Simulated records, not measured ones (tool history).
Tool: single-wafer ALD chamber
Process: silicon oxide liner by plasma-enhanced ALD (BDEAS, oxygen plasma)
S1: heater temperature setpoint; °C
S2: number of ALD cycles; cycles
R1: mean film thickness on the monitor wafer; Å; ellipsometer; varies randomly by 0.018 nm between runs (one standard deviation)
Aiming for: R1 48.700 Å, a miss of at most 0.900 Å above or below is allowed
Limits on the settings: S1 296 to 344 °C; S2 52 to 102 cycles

| run | hour | S1 | S2 | R1 |
|---|---|---|---|---|
| 1 | 0.0 | 320 | 77 | 67.147 |
| 2 | 4.2 | 321 | 72 | 62.641 |
| 3 | 10.9 | 321 | 68 | 59.175 |
| 4 | 11.9 | 312 | 68 | 59.880 |
| 5 | 16.6 | 312 | 65 | 57.141 |
| 6 | 23.8 | 312 | 63 | 55.627 |
|  | 25.1 | thermocouple changed; heater temperature recalibrated |
| 7 | 25.1 | 312 | 61 | 54.354 |
| 8 | 28.2 | 315 | 52 | 45.824 |
| 9 | 31.6 | 313 | 52 | 45.891 |

Of the 4 settings listed for the next run, only one would bring every result within its allowed miss of target. Which one?
| A | 35.0 | 311 | 52 | ? |
| B | 35.0 | 308 | 53 | ? |
| C | 35.0 | 309 | 52 | ? |
| D | 35.0 | 314 | 55 | ? |

| move | R1 |
|---|---|
| A | 46.112 |
| B | 47.188 |
| C | 46.236 |
| D | 48.576 |
A: closes in on the targets versus the last run, not all within tolerance yet
B: closes in on the targets versus the last run, not all within tolerance yet
C: closes in on the targets versus the last run, not all within tolerance yet
D: every result lands within tolerance
So the answer is move D, the one that meets all the targets.
